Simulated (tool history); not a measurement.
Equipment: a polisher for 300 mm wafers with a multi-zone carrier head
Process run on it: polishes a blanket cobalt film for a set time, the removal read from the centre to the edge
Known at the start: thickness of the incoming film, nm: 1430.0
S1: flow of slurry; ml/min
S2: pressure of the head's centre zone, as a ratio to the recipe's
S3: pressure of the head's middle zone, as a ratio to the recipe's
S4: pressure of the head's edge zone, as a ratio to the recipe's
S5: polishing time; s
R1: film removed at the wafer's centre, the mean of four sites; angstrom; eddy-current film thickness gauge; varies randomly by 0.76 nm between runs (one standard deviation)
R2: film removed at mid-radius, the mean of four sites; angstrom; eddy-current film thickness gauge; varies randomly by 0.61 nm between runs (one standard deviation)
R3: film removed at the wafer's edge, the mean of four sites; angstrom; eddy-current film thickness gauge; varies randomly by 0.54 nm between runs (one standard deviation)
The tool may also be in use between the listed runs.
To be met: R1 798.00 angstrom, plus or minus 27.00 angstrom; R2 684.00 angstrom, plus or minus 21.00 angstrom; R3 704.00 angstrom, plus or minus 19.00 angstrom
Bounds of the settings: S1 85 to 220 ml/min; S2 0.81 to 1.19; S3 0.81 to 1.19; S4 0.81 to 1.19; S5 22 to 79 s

{"run": 1, "hour": 0.0, "S1": 140, "S2": 1.0, "S3": 1.0, "S4": 1.0, "S5": 50, "R1": 1370.8, "R2": 1491.8, "R3": 1445.6}
{"run": 2, "hour": 5.3, "S1": 125, "S2": 1.0, "S3": 1.0, "S4": 1.0, "S5": 50, "R1": 1312.8, "R2": 1430.2, "R3": 1431.0}
{"run": 3, "hour": 12.6, "S1": 90, "S2": 1.0, "S3": 1.0, "S4": 1.0, "S5": 50, "R1": 1186.1, "R2": 1293.3, "R3": 1330.8}
{"run": 4, "hour": 13.8, "S1": 90, "S2": 1.02, "S3": 0.98, "S4": 0.97, "S5": 45, "R1": 1090.0, "R2": 1145.5, "R3": 1186.6}
{"hour": 16.5, "done": "centre zone pressure recalibrated"}
{"run": 5, "hour": 16.5, "S1": 90, "S2": 1.04, "S3": 0.97, "S4": 0.95, "S5": 41, "R1": 1094.1, "R2": 1019.8, "R3": 1054.1}
{"run": 6, "hour": 17.5, "S1": 90, "S2": 1.03, "S3": 0.96, "S4": 0.93, "S5": 38, "R1": 993.63, "R2": 953.59, "R3": 981.23}
{"run": 7, "hour": 18.7, "S1": 90, "S2": 1.03, "S3": 0.96, "S4": 0.93, "S5": 38, "R1": 998.64, "R2": 944.99, "R3": 959.9}
{"run": 8, "hour": 21.0, "S1": 90, "S2": 1.02, "S3": 0.94, "S4": 0.91, "S5": 36, "R1": 931.29, "R2": 890.22, "R3": 910.99}
{"run": 9, "hour": 28.0, "S1": 90, "S2": 1.02, "S3": 0.93, "S4": 0.9, "S5": 35, "R1": 921.7, "R2": 844.33, "R3": 884.34}
{"run": 10, "hour": 32.6, "S1": 95, "S2": 1.02, "S3": 0.92, "S4": 0.89, "S5": 34, "R1": 907.58, "R2": 840.47, "R3": 866.73}
{"run": 11, "hour": 37.5, "S1": 95, "S2": 1.02, "S3": 0.91, "S4": 0.88, "S5": 33, "R1": 881.88, "R2": 809.01, "R3": 835.57}
{"run": 12, "hour": 43.6, "S1": 95, "S2": 1.02, "S3": 0.9, "S4": 0.87, "S5": 32, "R1": 863.39, "R2": 778.11, "R3": 805.2}

Of the 5 settings listed for the next run, only one would bring every result within its allowed miss of target. Which one?
{"run": "A", "hour": 49.7, "S1": 105, "S2": 1.13, "S3": 0.87, "S4": 0.82, "S5": 28, "R1": "?", "R2": "?", "R3": "?"}
{"run": "B", "hour": 49.7, "S1": 130, "S2": 0.91, "S3": 0.92, "S4": 0.93, "S5": 28, "R1": "?", "R2": "?", "R3": "?"}
{"run": "C", "hour": 49.7, "S1": 85, "S2": 1.14, "S3": 0.85, "S4": 0.86, "S5": 31, "R1": "?", "R2": "?", "R3": "?"}
{"run": "D", "hour": 49.7, "S1": 110, "S2": 0.97, "S3": 0.89, "S4": 0.86, "S5": 27, "R1": "?", "R2": "?", "R3": "?"}
{"run": "E", "hour": 49.7, "S1": 85, "S2": 1.09, "S3": 0.91, "S4": 0.85, "S5": 29, "R1": "?", "R2": "?", "R3": "?"}

move=A R1=870.70 R2=677.04 R3=700.68
move=B R1=749.32 R2=752.58 R3=772.33
move=C R1=890.63 R2=681.81 R3=753.68
move=D R1=731.86 R2=675.06 R3=696.64
move=E R1=796.71 R2=674.23 R3=700.82
A: corrects the largest miss of the last run, while another result sits out of spec
B: moves toward the targets from the last run without getting all of them in spec
C: moves toward the targets from the last run without getting all of them in spec
D: corrects the largest miss of the last run, while another result sits out of spec
E: each result inside its tolerance
So the answer is move E, the one that meets all the targets.
